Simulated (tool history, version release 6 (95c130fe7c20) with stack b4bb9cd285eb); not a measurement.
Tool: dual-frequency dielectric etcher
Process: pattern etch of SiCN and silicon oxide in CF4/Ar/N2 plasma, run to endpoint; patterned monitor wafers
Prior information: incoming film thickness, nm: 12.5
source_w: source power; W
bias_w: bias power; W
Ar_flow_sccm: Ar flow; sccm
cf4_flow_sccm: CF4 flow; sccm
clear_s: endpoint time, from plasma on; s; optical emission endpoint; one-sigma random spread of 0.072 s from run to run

Run 1, hour 0: source_w 510 W, bias_w 56 W, Ar_flow_sccm 132 sccm, cf4_flow_sccm 84 sccm. Result: clear_s 15.64 s.
Run 2, hour 7.9: source_w 510 W, bias_w 56 W, Ar_flow_sccm 117 sccm, cf4_flow_sccm 84 sccm. Result: clear_s 15.32 s.
Run 3, hour 16.3: source_w 450 W, bias_w 56 W, Ar_flow_sccm 117 sccm, cf4_flow_sccm 84 sccm. Result: clear_s 17.327 s.
Run 4, hour 25.1: source_w 450 W, bias_w 48 W, Ar_flow_sccm 117 sccm, cf4_flow_sccm 84 sccm. Result: clear_s 17.854 s.
Run 5, hour 31.4: source_w 450 W, bias_w 54 W, Ar_flow_sccm 117 sccm, cf4_flow_sccm 84 sccm. Result: clear_s 17.394 s.
Run 6, hour 36.1: source_w 480 W, bias_w 54 W, Ar_flow_sccm 117 sccm, cf4_flow_sccm 84 sccm. Result: clear_s 16.451 s.

What does the tool deliver on the next run?
Run 7, hour 40.5: source_w 580 W, bias_w 57 W, Ar_flow_sccm 115 sccm, cf4_flow_sccm 85 sccm. Result: clear_s ?.

clear_s: 13.287 s
